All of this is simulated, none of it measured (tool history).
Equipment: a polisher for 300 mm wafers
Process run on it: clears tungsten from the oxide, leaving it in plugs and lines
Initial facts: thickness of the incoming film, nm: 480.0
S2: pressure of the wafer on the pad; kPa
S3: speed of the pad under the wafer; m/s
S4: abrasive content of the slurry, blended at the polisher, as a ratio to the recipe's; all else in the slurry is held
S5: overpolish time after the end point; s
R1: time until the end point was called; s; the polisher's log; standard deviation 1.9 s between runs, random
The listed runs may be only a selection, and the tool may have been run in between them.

{"run": 1, "hour": 0.0, "flow of slurry (ml/min)": 290, "S2": 33.1, "S3": 0.94, "S4": 1.0, "S5": 27, "R1": 81.587}
{"run": 2, "hour": 7.5, "flow of slurry (ml/min)": 290, "S2": 33.1, "S3": 0.94, "S4": 1.0, "S5": 29, "R1": 84.315}
{"run": 3, "hour": 10.0, "flow of slurry (ml/min)": 290, "S2": 33.1, "S3": 0.94, "S4": 1.15, "S5": 29, "R1": 82.377}
{"run": 4, "hour": 16.2, "flow of slurry (ml/min)": 290, "S2": 33.1, "S3": 0.94, "S4": 1.15, "S5": 29, "R1": 81.461}
{"run": 5, "hour": 23.0, "flow of slurry (ml/min)": 220, "S2": 33.1, "S3": 0.94, "S4": 1.15, "S5": 29, "R1": 80.575}
{"run": 6, "hour": 27.5, "flow of slurry (ml/min)": 220, "S2": 33.1, "S3": 1.04, "S4": 1.15, "S5": 29, "R1": 75.685}

Estimate the outcome of run 7 from the log above:
{"run": 7, "hour": 36.0, "flow of slurry (ml/min)": 220, "S2": 23.4, "S3": 0.98, "S4": 1.15, "S5": 29, "R1": "?"}

R1: 108.150 s

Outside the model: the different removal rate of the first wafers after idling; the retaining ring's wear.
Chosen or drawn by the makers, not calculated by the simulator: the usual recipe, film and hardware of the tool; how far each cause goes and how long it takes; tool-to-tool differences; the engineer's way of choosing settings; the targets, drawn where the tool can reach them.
